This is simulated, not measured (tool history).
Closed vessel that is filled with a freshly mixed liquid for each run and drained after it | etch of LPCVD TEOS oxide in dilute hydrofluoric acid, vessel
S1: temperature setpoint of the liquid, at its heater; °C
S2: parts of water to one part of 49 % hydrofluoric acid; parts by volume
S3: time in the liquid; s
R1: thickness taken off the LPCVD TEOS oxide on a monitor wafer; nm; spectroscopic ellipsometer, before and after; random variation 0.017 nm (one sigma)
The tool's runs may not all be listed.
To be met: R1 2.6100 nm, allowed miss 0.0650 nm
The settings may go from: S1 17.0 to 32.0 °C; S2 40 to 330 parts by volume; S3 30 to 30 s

run  hour    S1   S2  S3      R1
  1   0.0  24.0  185  30  2.4233
  2   6.7  24.0  245  30  1.7291
  3  12.8  24.0  305  30  1.3363
  4  20.9  26.0  305  30  1.3969
  5  29.9  27.5  275  30  1.7044
  6  38.5  27.5  225  30  2.1971
  7  44.9  29.0  225  30  2.3378
  8  46.6  29.0  225  30  2.3376
  9  55.5  30.0  225  30  2.4028
 10  59.6  30.5  225  30  2.4336
     64.0  -- hydrofluoric acid flow meter replaced
 11  64.0  31.0  225  30  2.2278
 12  66.2  31.0  195  30  2.7156

Which of these 5 next moves meets every target?
  A  68.4  24.0  170  30   ?
  B  68.4  25.5  165  30   ?
  C  68.4  31.0  185  30   ?
  D  68.4  32.0  205  30   ?
  E  68.4  31.5  190  30   ?

move      R1
   A  2.4701
   B  2.7074
   C  2.8712
   D  2.6135
   E  2.8260
A: takes the result that was furthest off past its target
B: nearer than the last run, and not there yet
C: further off than the last run
D: meets every target
E: further off than the last run
Move D is the one to make.

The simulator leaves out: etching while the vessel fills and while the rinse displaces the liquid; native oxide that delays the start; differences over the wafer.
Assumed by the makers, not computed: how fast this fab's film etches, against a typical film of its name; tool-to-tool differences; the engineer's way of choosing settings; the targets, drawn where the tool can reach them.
